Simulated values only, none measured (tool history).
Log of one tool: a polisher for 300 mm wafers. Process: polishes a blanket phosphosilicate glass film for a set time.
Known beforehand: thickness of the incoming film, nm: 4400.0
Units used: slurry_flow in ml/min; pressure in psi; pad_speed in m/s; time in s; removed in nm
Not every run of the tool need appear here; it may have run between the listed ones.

| run | hour | slurry_flow | pressure | pad_speed | slurry_solids | time | removed |
|---|---|---|---|---|---|---|---|
| 1 | 0 | 195 | 3.6 | 1.02 | 1 | 44 | 370.44 |
| 2 | 6.3 | 195 | 3.3 | 0.94 | 1 | 44 | 321.47 |
| 3 | 14.4 | 195 | 3 | 0.88 | 1 | 44 | 276.52 |
| 4 | 22.7 | 195 | 2.8 | 0.84 | 1 | 44 | 250.95 |
| 5 | 25.5 | 220 | 2.8 | 0.84 | 1 | 44 | 251.27 |
| 6 | 26.7 | 255 | 2.8 | 0.84 | 1 | 44 | 256.62 |
| 7 | 35 | 255 | 2.6 | 0.8 | 1 | 44 | 229.87 |
| 8 | 38 | 255 | 2.4 | 0.78 | 1 | 44 | 211.6 |
| 9 | 40.4 | 255 | 2.4 | 0.78 | 1 | 44 | 208.1 |
| 10 | 47.5 | 255 | 2.3 | 0.76 | 1 | 44 | 198.92 |
| 11 | 54.5 | 255 | 2.2 | 0.74 | 1 | 44 | 185.23 |
| 12 | 56.5 | 255 | 2.1 | 0.74 | 1 | 44 | 179.27 |
| 13 | 64.4 | 255 | 2 | 0.74 | 1 | 44 | 172.67 |

Run 14 comes next. What will it give?
| 14 | 67.7 | 255 | 1.9 | 0.74 | 1 | 44 | ? |

removed: 163.67 nm
